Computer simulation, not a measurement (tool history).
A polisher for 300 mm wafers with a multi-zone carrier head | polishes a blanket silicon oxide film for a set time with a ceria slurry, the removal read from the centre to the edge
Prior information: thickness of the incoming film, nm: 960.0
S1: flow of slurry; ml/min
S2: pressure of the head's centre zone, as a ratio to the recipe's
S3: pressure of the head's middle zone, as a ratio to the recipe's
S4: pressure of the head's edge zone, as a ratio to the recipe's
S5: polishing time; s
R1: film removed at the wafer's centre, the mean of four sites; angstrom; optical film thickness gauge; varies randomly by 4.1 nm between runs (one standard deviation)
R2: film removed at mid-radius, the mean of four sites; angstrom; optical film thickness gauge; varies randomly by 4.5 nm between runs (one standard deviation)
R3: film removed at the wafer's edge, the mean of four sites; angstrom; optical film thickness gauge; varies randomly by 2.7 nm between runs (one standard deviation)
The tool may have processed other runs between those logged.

Run 1, hour 0.0: S1 200 ml/min, S2 1.00, S3 1.00, S4 1.00, S5 67 s. Result: R1 3115.0 angstrom, R2 3191.9 angstrom, R3 3142.6 angstrom.
Run 2, hour 9.0: S1 205 ml/min, S2 1.02, S3 1.00, S4 1.02, S5 69 s. Result: R1 3292.0 angstrom, R2 3300.8 angstrom, R3 3259.5 angstrom.
Run 3, hour 13.8: S1 205 ml/min, S2 1.02, S3 1.03, S4 1.02, S5 69 s. Result: R1 3287.9 angstrom, R2 3364.2 angstrom, R3 3281.6 angstrom.
Run 4, hour 21.0: S1 180 ml/min, S2 1.02, S3 1.03, S4 1.02, S5 69 s. Result: R1 3212.2 angstrom, R2 3290.4 angstrom, R3 3183.7 angstrom.
Run 5, hour 26.3: S1 190 ml/min, S2 1.04, S3 1.03, S4 1.04, S5 70 s. Result: R1 3435.5 angstrom, R2 3306.4 angstrom, R3 3316.0 angstrom.
Run 6, hour 33.1: S1 200 ml/min, S2 1.05, S3 1.04, S4 1.06, S5 71 s. Result: R1 3447.4 angstrom, R2 3436.5 angstrom, R3 3417.6 angstrom.
Run 7, hour 40.6: S1 205 ml/min, S2 1.07, S3 1.04, S4 1.07, S5 72 s. Result: R1 3615.7 angstrom, R2 3525.8 angstrom, R3 3465.6 angstrom.

Run 8 is up next; what results do you expect?
Run 8, hour 45.5: S1 210 ml/min, S2 1.08, S3 1.03, S4 1.08, S5 73 s. Result: R1 ?, R2 ?, R3 ?.

{"run 8": {"R1": 3742.0, "R2": 3650.3, "R3": 3561.6}}
